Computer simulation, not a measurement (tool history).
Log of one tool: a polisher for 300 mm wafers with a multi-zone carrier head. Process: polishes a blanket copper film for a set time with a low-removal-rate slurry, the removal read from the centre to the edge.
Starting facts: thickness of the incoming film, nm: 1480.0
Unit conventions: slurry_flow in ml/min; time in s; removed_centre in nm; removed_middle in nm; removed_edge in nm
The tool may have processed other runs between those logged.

run 1 hour=0.0 | slurry_flow=190 centre_zone=1.00 middle_zone=1.00 edge_zone=1.00 slurry_solids=1.00 time=47 | removed_centre=97.733 removed_middle=98.765 removed_edge=104.290
run 2 hour=3.1 | slurry_flow=200 centre_zone=1.02 middle_zone=1.02 edge_zone=1.03 slurry_solids=1.10 time=47 | removed_centre=103.440 removed_middle=104.800 removed_edge=107.220
run 3 hour=9.0 | slurry_flow=200 centre_zone=1.02 middle_zone=1.02 edge_zone=1.03 slurry_solids=1.10 time=43 | removed_centre=94.892 removed_middle=94.955 removed_edge=99.473
run 4 hour=11.7 | slurry_flow=205 centre_zone=1.03 middle_zone=1.02 edge_zone=1.05 slurry_solids=1.20 time=44 | removed_centre=101.290 removed_middle=100.400 removed_edge=101.970
run 5 hour=15.3 | slurry_flow=205 centre_zone=1.03 middle_zone=1.02 edge_zone=1.05 slurry_solids=1.35 time=44 | removed_centre=103.890 removed_middle=101.180 removed_edge=104.330
run 6 hour=18.1 | slurry_flow=205 centre_zone=1.03 middle_zone=0.94 edge_zone=1.05 slurry_solids=1.35 time=44 | removed_centre=104.360 removed_middle=96.841 removed_edge=104.000
run 7 hour=24.6 | slurry_flow=205 centre_zone=1.03 middle_zone=0.95 edge_zone=1.06 slurry_solids=1.40 time=45 | removed_centre=103.590 removed_middle=100.660 removed_edge=108.290
run 8 hour=26.5 | slurry_flow=210 centre_zone=1.04 middle_zone=0.96 edge_zone=1.07 slurry_solids=1.40 time=46 | removed_centre=109.870 removed_middle=102.700 removed_edge=110.180
run 9 hour=33.2 | slurry_flow=215 centre_zone=1.04 middle_zone=0.97 edge_zone=1.08 slurry_solids=1.40 time=47 | removed_centre=114.940 removed_middle=105.460 removed_edge=115.920

Predict the results of run 10:
run 10 hour=34.1 | slurry_flow=225 centre_zone=1.04 middle_zone=1.00 edge_zone=1.09 slurry_solids=1.40 time=47 | removed_centre=? removed_middle=? removed_edge=?

removed_centre: 114.410 nm
removed_middle: 108.980 nm
removed_edge: 116.460 nm

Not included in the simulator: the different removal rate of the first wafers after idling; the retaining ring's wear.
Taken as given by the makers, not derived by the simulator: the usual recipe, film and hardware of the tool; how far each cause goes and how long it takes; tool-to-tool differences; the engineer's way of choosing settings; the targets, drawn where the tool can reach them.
